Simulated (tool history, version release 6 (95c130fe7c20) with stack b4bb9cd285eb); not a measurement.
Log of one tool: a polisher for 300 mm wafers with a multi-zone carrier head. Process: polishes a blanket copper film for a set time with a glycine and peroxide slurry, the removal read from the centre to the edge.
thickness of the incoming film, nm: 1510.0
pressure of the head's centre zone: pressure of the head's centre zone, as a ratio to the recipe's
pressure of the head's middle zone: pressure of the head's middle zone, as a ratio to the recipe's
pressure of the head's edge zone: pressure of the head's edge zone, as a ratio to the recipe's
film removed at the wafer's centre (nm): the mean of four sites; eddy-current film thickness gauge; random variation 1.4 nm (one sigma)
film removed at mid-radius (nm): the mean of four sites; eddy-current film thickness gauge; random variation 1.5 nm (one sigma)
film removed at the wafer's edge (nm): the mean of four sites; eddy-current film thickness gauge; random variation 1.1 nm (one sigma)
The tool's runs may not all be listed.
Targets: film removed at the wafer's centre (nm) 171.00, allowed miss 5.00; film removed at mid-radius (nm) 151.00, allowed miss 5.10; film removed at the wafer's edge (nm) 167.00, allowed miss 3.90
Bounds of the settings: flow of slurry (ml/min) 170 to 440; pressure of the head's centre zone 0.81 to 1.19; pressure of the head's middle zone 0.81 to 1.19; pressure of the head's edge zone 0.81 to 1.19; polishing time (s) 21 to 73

run    day  flow of slurry (ml/min)  pressure of the head's centre zone  pressure of the head's middle zone  pressure of the head's edge zone  polishing time (s)  film removed at the wafer's centre (nm)  film removed at mid-radius (nm)  film removed at the wafer's edge (nm)
  1  0.000                      280                                1.00                                1.00                              1.00                  47                                   283.73                           285.21                                 288.10
  2  0.192                      280                                0.92                                1.00                              1.00                  47                                   263.99                           286.63                                 287.83
  3  0.508                      245                                0.92                                1.00                              1.00                  47                                   264.44                           289.24                                 282.32
  4  0.817                      250                                0.93                                0.96                              0.98                  41                                   232.21                           236.74                                 245.14
  5  1.192                      250                                1.01                                0.96                              0.98                  41                                   255.16                           236.78                                 245.14
  6  1.271                      245                                0.98                                0.93                              0.95                  38                                   227.09                           211.10                                 227.73
  7  1.621                      245                                0.98                                0.93                              0.95                  38                                   225.50                           217.49                                 221.97
  8  1.754                      245                                0.98                                0.90                              0.95                  35                                   208.30                           193.98                                 206.76
  9  1.812                      240                                0.98                                0.88                              0.93                  33                                   194.74                           179.35                                 191.27
 10  1.879                      235                                0.98                                0.86                              0.92                  32                                   187.19                           167.88                                 187.51
 11  2.038                      235                                0.98                                0.85                              0.90                  31                                   181.35                           161.77                                 179.05
 12  2.375                      235                                0.98                                0.85                              0.90                  31                                   182.38                           163.41                                 180.42
 13  2.567                      230                                0.98                                0.84                              0.88                  31                                   181.91                           158.47                                 177.82
 14  2.858                      205                                0.94                                0.84                              0.81                  30                                   165.11                           151.11                                 163.86

Which of these 4 next moves meets every target?
  A  3.150                      170                                0.95                                0.81                              0.88                  32                                        ?                                ?                                      ?
  B  3.150                      170                                0.95                                0.85                              0.82                  30                                        ?                                ?                                      ?
  C  3.150                      215                                0.93                                0.94                              0.81                  29                                        ?                                ?                                      ?
  D  3.150                      170                                0.99                                0.85                              0.86                  31                                        ?                                ?                                      ?

move  film removed at the wafer's centre (nm)  film removed at mid-radius (nm)  film removed at the wafer's edge (nm)
   A                                   172.25                           150.54                                 176.05
   B                                   161.53                           146.82                                 160.43
   C                                   160.48                           161.06                                 159.10
   D                                   174.00                           151.67                                 168.90
A: brings the result that was furthest off to its target, and leaves another outside
B: further off than the last run
C: further off than the last run
D: meets every target
The right move is D.
